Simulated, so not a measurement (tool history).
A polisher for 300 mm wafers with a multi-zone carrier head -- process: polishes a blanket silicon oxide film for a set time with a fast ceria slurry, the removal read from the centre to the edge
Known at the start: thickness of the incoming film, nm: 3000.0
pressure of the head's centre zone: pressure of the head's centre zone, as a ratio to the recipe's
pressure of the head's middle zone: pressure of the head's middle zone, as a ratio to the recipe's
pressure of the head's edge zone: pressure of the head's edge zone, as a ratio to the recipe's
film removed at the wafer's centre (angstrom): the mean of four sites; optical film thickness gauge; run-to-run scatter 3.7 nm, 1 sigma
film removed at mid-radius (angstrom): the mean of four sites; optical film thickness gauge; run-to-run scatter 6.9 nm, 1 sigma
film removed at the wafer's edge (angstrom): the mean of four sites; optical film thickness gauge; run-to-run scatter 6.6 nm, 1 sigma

run  hour  flow of slurry (ml/min)  pressure of the head's centre zone  pressure of the head's middle zone  pressure of the head's edge zone  polishing time (s)  film removed at the wafer's centre (angstrom)  film removed at mid-radius (angstrom)  film removed at the wafer's edge (angstrom)
  1   0.0                      245                                1.00                                1.00                              1.00                  34                                         5945.6                                 5897.5                                       6086.9
  2   3.2                      245                                1.00                                0.98                              0.99                  34                                         6090.1                                 5784.1                                       5998.5
  3  12.0                      240                                1.00                                0.96                              0.99                  34                                         5942.9                                 5767.5                                       6059.9
  4  14.7                      240                                1.00                                0.89                              0.99                  34                                         6008.9                                 5273.4                                       5921.9
  5  19.7                      240                                1.00                                0.89                              0.99                  30                                         5302.0                                 4656.8                                       5384.7
  6  24.3                      240                                1.00                                0.89                              0.99                  38                                         6687.3                                 6214.8                                       6675.9
  7  31.9                      240                                1.00                                0.88                              0.98                  37                                         6513.5                                 5749.2                                       6463.6

Expected results for the next run?
  8  38.0                      230                                0.99                                0.87                              0.88                  31                                              ?                                      ?                                            ?

{"run 8": {"film removed at the wafer's centre (angstrom)": 5407.1, "film removed at mid-radius (angstrom)": 4903.7, "film removed at the wafer's edge (angstrom)": 5225.8}}

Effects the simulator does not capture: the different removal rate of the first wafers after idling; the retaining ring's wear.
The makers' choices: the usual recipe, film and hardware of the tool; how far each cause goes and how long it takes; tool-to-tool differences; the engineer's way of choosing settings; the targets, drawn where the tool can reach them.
